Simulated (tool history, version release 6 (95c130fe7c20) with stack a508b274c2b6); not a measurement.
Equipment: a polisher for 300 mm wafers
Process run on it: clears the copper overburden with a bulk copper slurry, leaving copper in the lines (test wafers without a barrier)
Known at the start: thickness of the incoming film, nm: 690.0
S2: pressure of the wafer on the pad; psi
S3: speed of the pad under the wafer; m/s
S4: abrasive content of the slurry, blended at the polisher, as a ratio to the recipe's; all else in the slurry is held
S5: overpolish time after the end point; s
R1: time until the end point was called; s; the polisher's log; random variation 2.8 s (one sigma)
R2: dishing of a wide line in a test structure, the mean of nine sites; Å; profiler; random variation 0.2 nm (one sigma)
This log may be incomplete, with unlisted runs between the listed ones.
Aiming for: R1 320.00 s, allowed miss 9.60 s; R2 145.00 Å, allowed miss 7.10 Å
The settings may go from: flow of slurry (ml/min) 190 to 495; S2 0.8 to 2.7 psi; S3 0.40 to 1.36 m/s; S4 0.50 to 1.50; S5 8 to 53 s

Run 1, hour 0.0: flow of slurry (ml/min) 320, S2 1.7 psi, S3 0.88 m/s, S4 1.00, S5 27 s. Result: R1 179.93 s, R2 683.48 Å.
Run 2, hour 5.9: flow of slurry (ml/min) 395, S2 1.7 psi, S3 0.88 m/s, S4 1.00, S5 27 s. Result: R1 174.29 s, R2 677.30 Å.
Run 3, hour 9.2: flow of slurry (ml/min) 395, S2 1.7 psi, S3 0.88 m/s, S4 1.00, S5 34 s. Result: R1 173.24 s, R2 758.37 Å.
Run 4, hour 13.5: flow of slurry (ml/min) 420, S2 1.5 psi, S3 0.82 m/s, S4 1.00, S5 27 s. Result: R1 207.89 s, R2 602.00 Å.
Run 5, hour 15.1: flow of slurry (ml/min) 420, S2 1.5 psi, S3 0.82 m/s, S4 0.85, S5 27 s. Result: R1 220.33 s, R2 567.15 Å.
Run 6, hour 15.7: flow of slurry (ml/min) 420, S2 1.5 psi, S3 0.94 m/s, S4 0.85, S5 27 s. Result: R1 196.25 s, R2 610.61 Å.
Run 7, hour 20.0: flow of slurry (ml/min) 440, S2 1.3 psi, S3 0.92 m/s, S4 0.75, S5 22 s. Result: R1 241.07 s, R2 453.82 Å.
Run 8, hour 22.8: flow of slurry (ml/min) 455, S2 1.2 psi, S3 0.94 m/s, S4 0.70, S5 18 s. Result: R1 261.42 s, R2 359.25 Å.
Run 9, hour 29.6: flow of slurry (ml/min) 465, S2 1.1 psi, S3 0.96 m/s, S4 0.65, S5 15 s. Result: R1 284.84 s, R2 283.43 Å.
Run 10, hour 36.8: flow of slurry (ml/min) 475, S2 1.0 psi, S3 1.00 m/s, S4 0.60, S5 13 s. Result: R1 317.01 s, R2 229.75 Å.
Run 11, hour 43.8: flow of slurry (ml/min) 480, S2 0.9 psi, S3 1.06 m/s, S4 0.55, S5 12 s. Result: R1 339.08 s, R2 196.20 Å.

Next run, 4 choices. One meets every target within its allowed miss, the rest don't. Which?
Run A, hour 50.8: flow of slurry (ml/min) 490, S2 0.8 psi, S3 1.16 m/s, S4 0.55, S5 15 s. Result: R1 ?, R2 ?.
Run B, hour 50.8: flow of slurry (ml/min) 440, S2 0.8 psi, S3 1.16 m/s, S4 0.65, S5 17 s. Result: R1 ?, R2 ?.
Run C, hour 50.8: flow of slurry (ml/min) 495, S2 0.9 psi, S3 1.14 m/s, S4 0.55, S5 8 s. Result: R1 ?, R2 ?.
Run D, hour 50.8: flow of slurry (ml/min) 450, S2 0.9 psi, S3 1.00 m/s, S4 0.55, S5 24 s. Result: R1 ?, R2 ?.

move      R1      R2
   A  359.15  230.74
   B  336.42  270.84
   C  325.94  144.75
   D  365.01  338.71
A: further off than the last run
B: further off than the last run
C: all results in spec
D: further off than the last run
Correct choice: C, which meets every target
